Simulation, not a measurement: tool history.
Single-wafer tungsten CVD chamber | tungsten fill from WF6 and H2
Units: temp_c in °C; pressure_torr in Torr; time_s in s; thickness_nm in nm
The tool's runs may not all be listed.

Run 1, hour 0.0: temp_c 385 °C, pressure_torr 40.8 Torr, time_s 16.3 s. Result: thickness_nm 42.435 nm.
Run 2, hour 3.1: temp_c 385 °C, pressure_torr 40.8 Torr, time_s 15.5 s. Result: thickness_nm 39.965 nm.
Run 3, hour 5.0: temp_c 389 °C, pressure_torr 40.8 Torr, time_s 15.5 s. Result: thickness_nm 43.151 nm.
Run 4, hour 13.2: temp_c 395 °C, pressure_torr 41.1 Torr, time_s 15.5 s. Result: thickness_nm 48.238 nm.
Run 5, hour 21.9: temp_c 405 °C, pressure_torr 41.1 Torr, time_s 15.5 s. Result: thickness_nm 56.191 nm.
Run 6, hour 27.7: temp_c 406 °C, pressure_torr 41.6 Torr, time_s 15.5 s. Result: thickness_nm 57.876 nm.
Run 7, hour 34.4: temp_c 406 °C, pressure_torr 41.6 Torr, time_s 15.5 s. Result: thickness_nm 57.998 nm.

Forecast run 8:
Run 8, hour 42.3: temp_c 407 °C, pressure_torr 41.6 Torr, time_s 15.5 s. Result: thickness_nm ?.

Run 8 gave thickness_nm 59.037 nm.

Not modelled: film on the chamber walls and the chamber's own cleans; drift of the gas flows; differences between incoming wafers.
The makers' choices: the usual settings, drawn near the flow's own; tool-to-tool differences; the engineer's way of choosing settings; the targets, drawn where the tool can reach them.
